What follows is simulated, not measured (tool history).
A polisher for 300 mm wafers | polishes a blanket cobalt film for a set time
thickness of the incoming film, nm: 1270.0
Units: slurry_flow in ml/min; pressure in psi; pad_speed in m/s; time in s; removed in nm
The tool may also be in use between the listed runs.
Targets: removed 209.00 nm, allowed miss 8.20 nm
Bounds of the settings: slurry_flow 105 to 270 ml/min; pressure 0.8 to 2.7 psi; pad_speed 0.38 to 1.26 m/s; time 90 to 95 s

{"run": 1, "hour": 0.0, "slurry_flow": 175, "pressure": 1.7, "pad_speed": 0.82, "time": 90, "removed": 287.79}
{"run": 2, "hour": 3.4, "slurry_flow": 175, "pressure": 1.7, "pad_speed": 0.82, "time": 95, "removed": 303.25}
{"run": 3, "hour": 6.5, "slurry_flow": 195, "pressure": 1.7, "pad_speed": 0.82, "time": 95, "removed": 302.42}
{"run": 4, "hour": 10.5, "slurry_flow": 195, "pressure": 2.1, "pad_speed": 0.82, "time": 95, "removed": 383.0}
{"run": 5, "hour": 18.1, "slurry_flow": 195, "pressure": 2.0, "pad_speed": 0.82, "time": 95, "removed": 363.27}
{"run": 6, "hour": 23.1, "slurry_flow": 195, "pressure": 1.9, "pad_speed": 0.82, "time": 95, "removed": 352.35}
{"run": 7, "hour": 24.2, "slurry_flow": 190, "pressure": 1.8, "pad_speed": 0.82, "time": 95, "removed": 323.45}
{"run": 8, "hour": 24.8, "slurry_flow": 190, "pressure": 1.7, "pad_speed": 0.82, "time": 95, "removed": 306.32}
{"run": 9, "hour": 31.3, "slurry_flow": 190, "pressure": 1.6, "pad_speed": 0.82, "time": 95, "removed": 289.99}
{"run": 10, "hour": 36.9, "slurry_flow": 190, "pressure": 1.5, "pad_speed": 0.82, "time": 95, "removed": 270.15}
{"hour": 39.9, "done": "head pressure recalibrated"}
{"run": 11, "hour": 39.9, "slurry_flow": 180, "pressure": 1.0, "pad_speed": 0.8, "time": 95, "removed": 160.71}

Which of these 4 next moves meets every target?
{"run": "A", "hour": 42.9, "slurry_flow": 170, "pressure": 0.8, "pad_speed": 0.78, "time": 92, "removed": "?"}
{"run": "B", "hour": 42.9, "slurry_flow": 210, "pressure": 1.2, "pad_speed": 0.84, "time": 95, "removed": "?"}
{"run": "C", "hour": 42.9, "slurry_flow": 165, "pressure": 1.0, "pad_speed": 0.86, "time": 94, "removed": "?"}
{"run": "D", "hour": 42.9, "slurry_flow": 160, "pressure": 0.8, "pad_speed": 0.72, "time": 93, "removed": "?"}

move=A removed=122.73
move=B removed=206.53
move=C removed=169.32
move=D removed=113.60
A: further off than the last run
B: meets every target
C: nearer than the last run, and not there yet
D: further off than the last run
The right move is B.
